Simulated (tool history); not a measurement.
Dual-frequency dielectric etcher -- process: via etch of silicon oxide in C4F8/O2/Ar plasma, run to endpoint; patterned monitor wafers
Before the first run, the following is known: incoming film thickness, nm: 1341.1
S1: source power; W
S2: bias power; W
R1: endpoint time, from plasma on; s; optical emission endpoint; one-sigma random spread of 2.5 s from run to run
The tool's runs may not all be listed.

run	day	S1	S2	R1
1	0	1520	2637	277.29
2	0.279	1520	3012	270.93
3	0.629	1520	2762	275.58
4	0.833	1450	2704	282.71
5	1.012	1450	3070	273.62
6	1.267	1380	2997	277.48
7	1.321	1320	2874	293.28
8	1.679	1280	2858	294.9
9	1.979	1240	2838	299.17

Estimate the outcome of run 10 from the log above:
10	2.042	940	2566	?

R1: 340.5 s
